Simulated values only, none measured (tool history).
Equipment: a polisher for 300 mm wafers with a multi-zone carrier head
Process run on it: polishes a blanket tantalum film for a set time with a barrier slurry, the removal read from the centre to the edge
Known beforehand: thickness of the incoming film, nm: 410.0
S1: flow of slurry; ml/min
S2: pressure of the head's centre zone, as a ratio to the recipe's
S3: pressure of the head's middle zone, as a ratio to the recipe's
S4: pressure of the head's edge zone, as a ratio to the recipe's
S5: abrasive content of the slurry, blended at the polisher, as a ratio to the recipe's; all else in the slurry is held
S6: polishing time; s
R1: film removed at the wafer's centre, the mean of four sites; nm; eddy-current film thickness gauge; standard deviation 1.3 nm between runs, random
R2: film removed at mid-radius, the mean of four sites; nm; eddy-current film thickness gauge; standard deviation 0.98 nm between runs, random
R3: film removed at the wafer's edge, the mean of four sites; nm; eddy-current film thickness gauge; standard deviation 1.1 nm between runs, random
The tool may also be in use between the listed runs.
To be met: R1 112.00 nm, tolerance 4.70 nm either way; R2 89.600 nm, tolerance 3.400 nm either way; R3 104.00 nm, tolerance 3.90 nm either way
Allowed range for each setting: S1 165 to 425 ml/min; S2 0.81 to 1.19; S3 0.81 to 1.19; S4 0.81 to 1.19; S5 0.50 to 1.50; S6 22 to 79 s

run    day   S1    S2    S3    S4    S5  S6      R1       R2      R3
  1  0.000  275  1.00  1.00  1.00  1.00  50  136.89  133.720  133.70
  2  0.288  270  1.01  0.94  0.99  0.85  49  131.20  121.870  126.22
  3  0.612  270  1.01  0.94  0.99  0.65  49  122.91  115.340  116.46
  4  0.833  260  1.03  0.90  1.01  0.60  47  118.82  101.850  109.10
  5  1.200  250  1.02  0.87  1.01  0.55  47  111.93   97.929  108.34
  6  1.508  250  1.02  0.87  1.05  0.55  47  114.55   96.244  110.85
  7  1.692  245  1.03  0.86  1.04  0.55  47  114.19   95.782  111.33
  8  1.871  245  1.04  0.85  1.02  0.55  47  119.34   96.730  110.60

Which single option among these 4 for the next run brings every result within its allowed miss of target? Just one does.
  A  2.050  220  1.00  0.90  0.92  0.50  48   ?   ?   ?
  B  2.050  215  0.97  0.97  0.96  0.50  47   ?   ?   ?
  C  2.050  230  1.07  0.85  1.04  0.55  44   ?   ?   ?
  D  2.050  210  1.18  0.83  1.01  0.50  46   ?   ?   ?

move      R1       R2      R3
   A  113.08  100.840  104.91
   B  107.23  104.440  104.54
   C  113.58   90.608  104.44
   D  126.98   90.350  104.84
A: further off than the last run
B: further off than the last run
C: every result within its allowed miss
D: meets the target for the result that was furthest off, but another lies outside its allowed miss
Correct choice: C, which meets every target

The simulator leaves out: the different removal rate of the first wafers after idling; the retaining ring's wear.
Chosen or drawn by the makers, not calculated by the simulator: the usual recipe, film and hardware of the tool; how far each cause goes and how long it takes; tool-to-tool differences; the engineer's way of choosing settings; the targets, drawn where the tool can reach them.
